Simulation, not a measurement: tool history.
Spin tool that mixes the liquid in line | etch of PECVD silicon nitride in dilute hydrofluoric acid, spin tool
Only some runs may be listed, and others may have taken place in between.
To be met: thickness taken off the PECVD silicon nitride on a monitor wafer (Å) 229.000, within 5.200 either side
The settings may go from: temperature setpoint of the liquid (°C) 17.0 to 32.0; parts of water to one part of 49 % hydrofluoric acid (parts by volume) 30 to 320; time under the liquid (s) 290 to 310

run	day	temperature setpoint of the liquid (°C)	parts of water to one part of 49 % hydrofluoric acid (parts by volume)	time under the liquid (s)	thickness taken off the PECVD silicon nitride on a monitor wafer (Å)
1	0.000	24.0	175	290	78.442
2	0.158	24.0	230	290	59.885
3	0.400	24.0	230	310	63.840
4	0.471	26.5	230	310	74.035
5	0.779	26.5	230	310	74.859
6	0.808	27.5	205	310	90.073
7	0.900	28.5	180	310	109.130
8	0.971	29.0	160	310	125.650
9	1.146	29.5	145	310	145.240
10	1.392	30.0	135	310	158.110
11	1.646	30.5	125	310	177.190
12	2.012	31.0	120	310	190.100
13	2.217	31.0	115	310	200.620
14	2.471	31.5	110	310	213.010
15	2.550	32.0	100	310	241.860

Pick the move, out of 5, that brings all results within their allowed miss; only one does.
A	2.629	29.5	90	310	?
B	2.629	31.0	85	310	?
C	2.629	32.0	95	310	?
D	2.629	31.5	90	310	?
E	2.629	30.0	80	300	?

move	thickness taken off the PECVD silicon nitride on a monitor wafer (Å)
A	229.050
B	266.630
C	253.680
D	259.720
E	257.440
A: every result lands within tolerance
B: its largest miss is bigger than the last run's
C: its largest miss is bigger than the last run's
D: its largest miss is bigger than the last run's
E: its largest miss is bigger than the last run's
The move that meets every target is A.
